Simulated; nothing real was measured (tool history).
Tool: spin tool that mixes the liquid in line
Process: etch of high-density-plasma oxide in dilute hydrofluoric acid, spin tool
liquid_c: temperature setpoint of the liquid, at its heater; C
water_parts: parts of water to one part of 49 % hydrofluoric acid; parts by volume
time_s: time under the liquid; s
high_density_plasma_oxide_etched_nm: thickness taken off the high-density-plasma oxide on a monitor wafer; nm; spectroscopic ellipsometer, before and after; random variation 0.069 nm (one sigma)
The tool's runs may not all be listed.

| run | hour | liquid_c | water_parts | time_s | high_density_plasma_oxide_etched_nm |
|---|---|---|---|---|---|
| 1 | 0 | 23 | 105 | 320 | 14.871 |
| 2 | 2.8 | 23 | 70 | 320 | 22.92 |
| 3 | 7.6 | 21.5 | 85 | 320 | 17.549 |
| 4 | 9.6 | 21.5 | 85 | 345 | 18.851 |
| 5 | 12.4 | 21.5 | 85 | 320 | 17.504 |
| 6 | 19.5 | 24.5 | 85 | 320 | 19.822 |
| 7 | 27.7 | 22.5 | 95 | 320 | 16.161 |

The next listed run, before its measurement:
| 8 | 35.3 | 21 | 100 | 320 | ? |

{"run 8": {"high_density_plasma_oxide_etched_nm": 14.338}}
